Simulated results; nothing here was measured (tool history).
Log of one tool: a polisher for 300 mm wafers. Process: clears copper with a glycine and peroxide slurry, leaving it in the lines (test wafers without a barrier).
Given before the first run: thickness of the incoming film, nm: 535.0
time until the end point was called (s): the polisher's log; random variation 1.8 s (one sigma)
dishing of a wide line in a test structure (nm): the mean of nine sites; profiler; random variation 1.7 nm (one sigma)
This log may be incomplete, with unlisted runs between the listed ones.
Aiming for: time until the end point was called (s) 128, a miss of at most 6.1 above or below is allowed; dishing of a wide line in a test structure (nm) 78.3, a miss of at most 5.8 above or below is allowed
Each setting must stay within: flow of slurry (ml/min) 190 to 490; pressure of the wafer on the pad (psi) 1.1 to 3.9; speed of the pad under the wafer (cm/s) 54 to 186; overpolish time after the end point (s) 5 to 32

| run | hour | flow of slurry (ml/min) | pressure of the wafer on the pad (psi) | speed of the pad under the wafer (cm/s) | overpolish time after the end point (s) | time until the end point was called (s) | dishing of a wide line in a test structure (nm) |
|---|---|---|---|---|---|---|---|
| 1 | 0 | 315 | 2.5 | 118 | 16 | 85.06 | 72.415 |
| 2 | 4.7 | 315 | 2.5 | 118 | 11 | 84.35 | 55.061 |
| 3 | 7.4 | 390 | 2.5 | 118 | 11 | 83.293 | 53.905 |
| 4 | 14.5 | 390 | 2.5 | 88 | 11 | 101.18 | 48.235 |
| 5 | 17.6 | 385 | 2.4 | 86 | 14 | 107.47 | 53.737 |
| 6 | 19.7 | 385 | 2.8 | 86 | 14 | 93.581 | 60.527 |
| 7 | 22.5 | 385 | 2.6 | 84 | 16 | 98.586 | 64.339 |
| 8 | 29.1 | 380 | 2.4 | 82 | 18 | 106.25 | 69.185 |
| 9 | 33.2 | 380 | 2.3 | 80 | 19 | 116.1 | 70.099 |

Of the 5 settings listed for the next run, only one would bring every result within its allowed miss of target. Which one?
| A | 37.3 | 440 | 2.4 | 92 | 18 | ? | ? |
| B | 37.3 | 420 | 2.1 | 86 | 23 | ? | ? |
| C | 37.3 | 345 | 2.2 | 70 | 32 | ? | ? |
| D | 37.3 | 350 | 2.2 | 68 | 27 | ? | ? |
| E | 37.3 | 335 | 1.9 | 102 | 24 | ? | ? |

| move | time until the end point was called (s) | dishing of a wide line in a test structure (nm) |
|---|---|---|
| A | 98.874 | 71.628 |
| B | 114.51 | 76.884 |
| C | 125.35 | 92.085 |
| D | 127.13 | 81.026 |
| E | 113.61 | 78.78 |
A: misses by more than the last run did
B: misses by more than the last run did
C: the worst result of the last run now meets its target, but another is out of spec
D: hits every target within its allowed miss
E: misses by more than the last run did
Answer: D
